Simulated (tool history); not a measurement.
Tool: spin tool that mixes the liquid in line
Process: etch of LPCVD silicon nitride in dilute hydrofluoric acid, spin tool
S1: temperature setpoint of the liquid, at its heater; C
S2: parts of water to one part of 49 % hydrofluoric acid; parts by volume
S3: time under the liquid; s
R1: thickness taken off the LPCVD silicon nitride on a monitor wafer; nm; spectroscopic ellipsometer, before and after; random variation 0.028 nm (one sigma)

run  hour    S1  S2   S3      R1
  1     0    25  55  320  3.5017
  2   5.2  23.5  60  320  2.7971
  3   7.1  22.5  60  320  2.5685
  4   7.8  21.5  60  320  2.4019
  5   9.8  21.5  60  320  2.4216
  6    17  24.5  60  320  2.8893

Run 7 comes next. What will it give?
  7  19.6  23.5  60  320   ?

{"run 7": {"R1": 2.7574}}
